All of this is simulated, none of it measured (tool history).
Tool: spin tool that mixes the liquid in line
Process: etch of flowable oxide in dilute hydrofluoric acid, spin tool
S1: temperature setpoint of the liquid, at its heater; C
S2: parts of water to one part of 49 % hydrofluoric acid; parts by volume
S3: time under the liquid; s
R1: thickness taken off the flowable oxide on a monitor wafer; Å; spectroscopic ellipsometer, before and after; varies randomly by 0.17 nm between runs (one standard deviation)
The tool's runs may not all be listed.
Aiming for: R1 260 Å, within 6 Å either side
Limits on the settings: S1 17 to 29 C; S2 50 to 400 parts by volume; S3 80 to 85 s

run	hour	S1	S2	S3	R1
1	0	21	225	80	73.389
2	8.2	21	275	80	56.994
3	16.9	23	220	80	80.334
4	20.3	24.5	180	80	108.46
5	28.2	24.5	180	85	115.71
6	34.7	24.5	105	85	220.25
7	38.9	25	100	85	236.61
8	41.8	25.5	100	85	239.13
9	50.3	26	100	85	242.75
10	54.5	26.5	100	85	248.28

Exactly one of the 4 candidate moves below puts every result within its allowed miss. Which one?
A	58.7	26	100	85	?
B	58.7	27.5	95	80	?
C	58.7	29	95	80	?
D	58.7	24.5	95	80	?

move	R1
A	244.49
B	258.42
C	273.55
D	230.07
A: its largest miss is bigger than the last run's
B: every result within its allowed miss
C: takes the biggest miss from the last run beyond its target
D: its largest miss is bigger than the last run's
The right move is B.

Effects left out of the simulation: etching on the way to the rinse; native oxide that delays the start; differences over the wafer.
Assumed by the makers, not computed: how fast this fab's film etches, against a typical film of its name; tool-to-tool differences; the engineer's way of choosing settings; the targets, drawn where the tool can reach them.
